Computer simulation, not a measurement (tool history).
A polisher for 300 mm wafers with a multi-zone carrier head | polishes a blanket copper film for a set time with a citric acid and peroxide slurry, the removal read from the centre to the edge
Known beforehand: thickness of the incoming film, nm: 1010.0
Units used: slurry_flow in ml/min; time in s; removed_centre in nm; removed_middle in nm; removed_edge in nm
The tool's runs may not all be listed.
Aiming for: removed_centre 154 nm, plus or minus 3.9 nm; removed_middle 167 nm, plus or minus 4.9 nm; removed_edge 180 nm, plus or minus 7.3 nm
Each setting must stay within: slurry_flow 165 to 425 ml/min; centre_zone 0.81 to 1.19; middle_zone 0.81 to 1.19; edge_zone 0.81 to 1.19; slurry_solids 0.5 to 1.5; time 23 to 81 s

Run 1, day 0: slurry_flow 275 ml/min, centre_zone 1, middle_zone 1, edge_zone 1, slurry_solids 1, time 52 s. Result: removed_centre 126.13 nm, removed_middle 140.68 nm, removed_edge 142.17 nm.
Run 2, day 0.121: slurry_flow 275 ml/min, centre_zone 0.97, middle_zone 1, edge_zone 1, slurry_solids 1, time 52 s. Result: removed_centre 122.8 nm, removed_middle 137.26 nm, removed_edge 142.11 nm.
Run 3, day 0.408: slurry_flow 275 ml/min, centre_zone 0.97, middle_zone 1, edge_zone 1, slurry_solids 1, time 40 s. Result: removed_centre 94.297 nm, removed_middle 107.14 nm, removed_edge 108.4 nm.
Run 4, day 0.467: slurry_flow 275 ml/min, centre_zone 0.97, middle_zone 1, edge_zone 1, slurry_solids 1.15, time 40 s. Result: removed_centre 97.504 nm, removed_middle 111.11 nm, removed_edge 113.25 nm.
Run 5, day 0.629: slurry_flow 275 ml/min, centre_zone 0.99, middle_zone 1.01, edge_zone 1.04, slurry_solids 1.25, time 43 s. Result: removed_centre 109.4 nm, removed_middle 121.86 nm, removed_edge 124.5 nm.
Run 6, day 0.9: slurry_flow 275 ml/min, centre_zone 0.99, middle_zone 1.01, edge_zone 0.96, slurry_solids 1.25, time 43 s. Result: removed_centre 107.42 nm, removed_middle 123.7 nm, removed_edge 121.67 nm.
Run 7, day 1.233: slurry_flow 270 ml/min, centre_zone 0.99, middle_zone 1.01, edge_zone 1, slurry_solids 1.3, time 46 s. Result: removed_centre 116.62 nm, removed_middle 132.13 nm, removed_edge 132.97 nm.
At day 1.383: centre zone pressure recalibrated.
Run 8, day 1.383: slurry_flow 280 ml/min, centre_zone 1.01, middle_zone 1.04, edge_zone 1.1, slurry_solids 1.5, time 56 s. Result: removed_centre 166.61 nm, removed_middle 171.21 nm, removed_edge 174.34 nm.
Run 9, day 1.492: slurry_flow 265 ml/min, centre_zone 0.99, middle_zone 1.03, edge_zone 1.11, slurry_solids 1.5, time 56 s. Result: removed_centre 164.06 nm, removed_middle 166.57 nm, removed_edge 175.03 nm.
Run 10, day 1.858: slurry_flow 260 ml/min, centre_zone 0.97, middle_zone 1.03, edge_zone 1.12, slurry_solids 1.5, time 56 s. Result: removed_centre 160.21 nm, removed_middle 165.55 nm, removed_edge 173.38 nm.
Run 11, day 2.033: slurry_flow 260 ml/min, centre_zone 0.97, middle_zone 1.03, edge_zone 1.12, slurry_solids 1.5, time 56 s. Result: removed_centre 161.43 nm, removed_middle 169.39 nm, removed_edge 174.33 nm.

5 next moves are on the table. One of them brings every result within its allowed miss. Which?
Run A, day 2.208: slurry_flow 255 ml/min, centre_zone 1.06, middle_zone 1.08, edge_zone 1.01, slurry_solids 1.3, time 58 s. Result: removed_centre ?, removed_middle ?, removed_edge ?.
Run B, day 2.208: slurry_flow 225 ml/min, centre_zone 0.92, middle_zone 1, edge_zone 1.13, slurry_solids 1.25, time 61 s. Result: removed_centre ?, removed_middle ?, removed_edge ?.
Run C, day 2.208: slurry_flow 240 ml/min, centre_zone 0.96, middle_zone 1, edge_zone 1.14, slurry_solids 1.5, time 60 s. Result: removed_centre ?, removed_middle ?, removed_edge ?.
Run D, day 2.208: slurry_flow 260 ml/min, centre_zone 1.02, middle_zone 1.03, edge_zone 1.12, slurry_solids 1.45, time 57 s. Result: removed_centre ?, removed_middle ?, removed_edge ?.
Run E, day 2.208: slurry_flow 270 ml/min, centre_zone 0.97, middle_zone 1.12, edge_zone 1.09, slurry_solids 1.4, time 54 s. Result: removed_centre ?, removed_middle ?, removed_edge ?.

move  removed_centre  removed_middle  removed_edge
   A          174.86          176.88        165.44
   B          155.48          170.39        179.06
   C           167.6          175.77        185.12
   D          169.68           171.4        174.31
   E          152.39          173.81        162.26
A: its largest miss is bigger than the last run's
B: meets every target
C: its largest miss is bigger than the last run's
D: its largest miss is bigger than the last run's
E: puts the biggest miss on target and leaves a different result outside tolerance
Answer: B
